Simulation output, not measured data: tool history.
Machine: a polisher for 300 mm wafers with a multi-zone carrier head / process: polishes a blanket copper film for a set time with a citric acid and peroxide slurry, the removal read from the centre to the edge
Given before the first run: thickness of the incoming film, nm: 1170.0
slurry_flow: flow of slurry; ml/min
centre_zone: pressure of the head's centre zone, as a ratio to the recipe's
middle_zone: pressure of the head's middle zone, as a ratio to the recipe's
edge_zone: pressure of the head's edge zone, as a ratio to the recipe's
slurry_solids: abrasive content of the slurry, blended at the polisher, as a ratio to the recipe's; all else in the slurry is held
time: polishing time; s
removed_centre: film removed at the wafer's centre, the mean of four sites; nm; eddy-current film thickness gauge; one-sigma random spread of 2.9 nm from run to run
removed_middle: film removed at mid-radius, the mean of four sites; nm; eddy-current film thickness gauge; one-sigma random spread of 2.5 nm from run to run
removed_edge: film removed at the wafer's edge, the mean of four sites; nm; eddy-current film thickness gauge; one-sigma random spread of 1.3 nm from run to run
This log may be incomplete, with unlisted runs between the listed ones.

{"run": 1, "hour": 0.0, "slurry_flow": 170, "centre_zone": 1, "middle_zone": 1, "edge_zone": 1, "slurry_solids": 1, "time": 68, "removed_centre": 151.84, "removed_middle": 172.78, "removed_edge": 170.56}
{"run": 2, "hour": 0.9, "slurry_flow": 170, "centre_zone": 1, "middle_zone": 0.92, "edge_zone": 1, "slurry_solids": 1, "time": 68, "removed_centre": 157.27, "removed_middle": 161.66, "removed_edge": 169.67}
{"run": 3, "hour": 7.7, "slurry_flow": 170, "centre_zone": 1, "middle_zone": 0.92, "edge_zone": 0.96, "slurry_solids": 1, "time": 68, "removed_centre": 160.19, "removed_middle": 157.98, "removed_edge": 164.96}
{"run": 4, "hour": 8.9, "slurry_flow": 170, "centre_zone": 1, "middle_zone": 0.92, "edge_zone": 0.96, "slurry_solids": 1, "time": 61, "removed_centre": 142.21, "removed_middle": 144.6, "removed_edge": 149.69}
{"run": 5, "hour": 15.2, "slurry_flow": 170, "centre_zone": 1.06, "middle_zone": 0.92, "edge_zone": 0.96, "slurry_solids": 1, "time": 61, "removed_centre": 148.75, "removed_middle": 141.21, "removed_edge": 147.39}
{"run": 6, "hour": 23.5, "slurry_flow": 170, "centre_zone": 1.02, "middle_zone": 0.92, "edge_zone": 0.96, "slurry_solids": 1, "time": 61, "removed_centre": 144.16, "removed_middle": 144.58, "removed_edge": 147.78}
{"run": 7, "hour": 28.9, "slurry_flow": 190, "centre_zone": 1.05, "middle_zone": 0.97, "edge_zone": 0.96, "slurry_solids": 1.15, "time": 62, "removed_centre": 152.99, "removed_middle": 160.71, "removed_edge": 156.32}
{"run": 8, "hour": 35.4, "slurry_flow": 205, "centre_zone": 1.08, "middle_zone": 0.99, "edge_zone": 0.97, "slurry_solids": 1.25, "time": 64, "removed_centre": 168.23, "removed_middle": 168.43, "removed_edge": 168.99}

What will run 9 give?
{"run": 9, "hour": 44.1, "slurry_flow": 215, "centre_zone": 1.1, "middle_zone": 1.03, "edge_zone": 0.96, "slurry_solids": 1.3, "time": 65, "removed_centre": "?", "removed_middle": "?", "removed_edge": "?"}

{"run 9": {"removed_centre": 173.39, "removed_middle": 180.77, "removed_edge": 170.31}}

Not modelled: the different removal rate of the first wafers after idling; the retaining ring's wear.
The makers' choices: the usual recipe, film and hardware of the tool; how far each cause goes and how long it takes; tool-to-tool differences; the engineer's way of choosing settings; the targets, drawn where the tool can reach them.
